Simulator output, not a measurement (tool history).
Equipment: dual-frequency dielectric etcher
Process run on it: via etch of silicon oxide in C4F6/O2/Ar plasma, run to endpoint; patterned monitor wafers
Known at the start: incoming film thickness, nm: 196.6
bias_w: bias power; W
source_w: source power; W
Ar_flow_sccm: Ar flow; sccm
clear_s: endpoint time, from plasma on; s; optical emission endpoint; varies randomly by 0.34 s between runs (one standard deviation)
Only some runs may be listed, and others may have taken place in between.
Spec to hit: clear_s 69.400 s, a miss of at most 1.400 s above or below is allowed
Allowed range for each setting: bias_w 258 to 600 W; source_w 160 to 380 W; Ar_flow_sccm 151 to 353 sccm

{"run": 1, "day": 0.0, "bias_w": 429, "source_w": 270, "Ar_flow_sccm": 252, "clear_s": 55.099}
{"run": 2, "day": 0.217, "bias_w": 429, "source_w": 290, "Ar_flow_sccm": 252, "clear_s": 53.503}
{"run": 3, "day": 0.538, "bias_w": 470, "source_w": 290, "Ar_flow_sccm": 252, "clear_s": 51.476}
{"run": 4, "day": 0.833, "bias_w": 424, "source_w": 270, "Ar_flow_sccm": 256, "clear_s": 55.758}
{"run": 5, "day": 0.875, "bias_w": 389, "source_w": 260, "Ar_flow_sccm": 258, "clear_s": 58.971}
{"run": 6, "day": 0.975, "bias_w": 361, "source_w": 250, "Ar_flow_sccm": 259, "clear_s": 61.8}
{"run": 7, "day": 1.275, "bias_w": 339, "source_w": 250, "Ar_flow_sccm": 259, "clear_s": 63.993}
{"run": 8, "day": 1.604, "bias_w": 325, "source_w": 250, "Ar_flow_sccm": 259, "clear_s": 64.384}
{"run": 9, "day": 1.829, "bias_w": 311, "source_w": 250, "Ar_flow_sccm": 259, "clear_s": 66.071}
{"run": 10, "day": 1.858, "bias_w": 302, "source_w": 250, "Ar_flow_sccm": 259, "clear_s": 66.306}
{"run": 11, "day": 1.925, "bias_w": 293, "source_w": 250, "Ar_flow_sccm": 259, "clear_s": 67.312}
{"run": 12, "day": 2.2, "bias_w": 293, "source_w": 250, "Ar_flow_sccm": 259, "clear_s": 67.068}
{"run": 13, "day": 2.296, "bias_w": 287, "source_w": 250, "Ar_flow_sccm": 259, "clear_s": 67.843}

Pick the move, out of 4, that brings all results within their allowed miss; only one does.
{"run": "A", "day": 2.392, "bias_w": 315, "source_w": 240, "Ar_flow_sccm": 247, "clear_s": "?"}
{"run": "B", "day": 2.392, "bias_w": 258, "source_w": 240, "Ar_flow_sccm": 284, "clear_s": "?"}
{"run": "C", "day": 2.392, "bias_w": 294, "source_w": 240, "Ar_flow_sccm": 279, "clear_s": "?"}
{"run": "D", "day": 2.392, "bias_w": 308, "source_w": 240, "Ar_flow_sccm": 243, "clear_s": "?"}

move=A clear_s=66.441
move=B clear_s=72.900
move=C clear_s=69.146
move=D clear_s=66.917
A: the biggest miss grows against the last run
B: moves the result that the last run missed by most past its target, out the other side
C: all results in spec
D: the biggest miss grows against the last run
Correct choice: C, which meets every target
